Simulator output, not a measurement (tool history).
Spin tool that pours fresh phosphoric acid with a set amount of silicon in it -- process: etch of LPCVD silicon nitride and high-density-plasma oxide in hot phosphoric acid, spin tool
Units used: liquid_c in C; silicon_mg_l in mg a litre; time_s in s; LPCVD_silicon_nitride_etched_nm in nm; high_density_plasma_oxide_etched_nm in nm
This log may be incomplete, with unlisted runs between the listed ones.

run  hour  liquid_c  silicon_mg_l  time_s  LPCVD_silicon_nitride_etched_nm  high_density_plasma_oxide_etched_nm
  1     0       164            22     140                            14.24                              0.46953
  2   1.1       165            23     150                           15.863                              0.50389
  3   4.4       166          22.5     155                           16.896                              0.59748
  4   5.6       166            13     155                           16.971                              0.73698
  5   8.1     166.5            17     160                           17.805                              0.72302
  6  14.6     165.5            17     160                           17.208                              0.70235
     21.1  -- heated supply line repaired
  7  21.1       166          19.5     160                           19.784                              0.89061
  8    25       166          22.5     160                           19.956                               0.7834
  9  28.9       166          23.5     160                           19.824                               0.7812

Run 10 is up next; what results do you expect?
 10  35.4       166          24.5     160                                ?                                    ?

{"run 10": {"LPCVD_silicon_nitride_etched_nm": 19.97, "high_density_plasma_oxide_etched_nm": 0.80333}}
